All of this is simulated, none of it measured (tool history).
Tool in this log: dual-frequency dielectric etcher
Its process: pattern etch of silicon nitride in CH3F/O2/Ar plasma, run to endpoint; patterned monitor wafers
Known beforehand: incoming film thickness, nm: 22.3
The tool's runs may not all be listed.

run    day  source power (W)  bias power (W)  endpoint time (s)
  1  0.000               340              58             39.538
  2  0.312               400              58             36.458
  3  0.588               350              58             39.479
  4  0.621               350              66             36.811
  5  0.883               320              66             39.121
  6  1.092               290              65             41.694
  7  1.175               280              65             42.372

Forecast run 8:
  8  1.400               270              65                  ?

{"run 8": {"endpoint time (s)": 43.24}}
